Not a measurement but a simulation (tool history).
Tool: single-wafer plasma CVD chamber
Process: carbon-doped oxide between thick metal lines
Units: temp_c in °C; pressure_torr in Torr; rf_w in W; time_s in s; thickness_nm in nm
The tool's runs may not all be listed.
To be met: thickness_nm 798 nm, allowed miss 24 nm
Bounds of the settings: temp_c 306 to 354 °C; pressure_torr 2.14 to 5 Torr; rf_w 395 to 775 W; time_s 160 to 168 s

| run | hour | temp_c | pressure_torr | rf_w | time_s | thickness_nm |
|---|---|---|---|---|---|---|
| 1 | 0 | 330 | 3.57 | 585 | 168 | 979.35 |
| 2 | 4.7 | 331 | 3.5 | 550 | 166 | 916.16 |
| 3 | 10.1 | 331 | 3.5 | 550 | 160 | 883.23 |
| 4 | 12.5 | 331 | 3.2 | 550 | 160 | 870.92 |
| 5 | 16.3 | 332 | 3.08 | 545 | 160 | 866.28 |
| 6 | 19.2 | 322 | 3.08 | 545 | 160 | 894.15 |
| 7 | 21 | 324 | 2.95 | 535 | 160 | 870.06 |
| 8 | 27.5 | 325 | 2.85 | 525 | 160 | 850.19 |
| 9 | 29.9 | 326 | 2.77 | 520 | 160 | 836.82 |
| 10 | 37.2 | 327 | 2.71 | 515 | 160 | 825.49 |

5 next moves are on the table. One of them brings every result within its allowed miss. Which?
| A | 44.5 | 331 | 2.6 | 510 | 160 | ? |
| B | 44.5 | 326 | 2.87 | 535 | 163 | ? |
| C | 44.5 | 323 | 2.49 | 500 | 168 | ? |
| D | 44.5 | 328 | 2.75 | 535 | 163 | ? |
| E | 44.5 | 323 | 2.67 | 525 | 168 | ? |

| move | thickness_nm |
|---|---|
| A | 805.05 |
| B | 873.54 |
| C | 854.32 |
| D | 862.85 |
| E | 891.41 |
A: meets every target
B: further off than the last run
C: further off than the last run
D: further off than the last run
E: further off than the last run
Move A is the one to make.
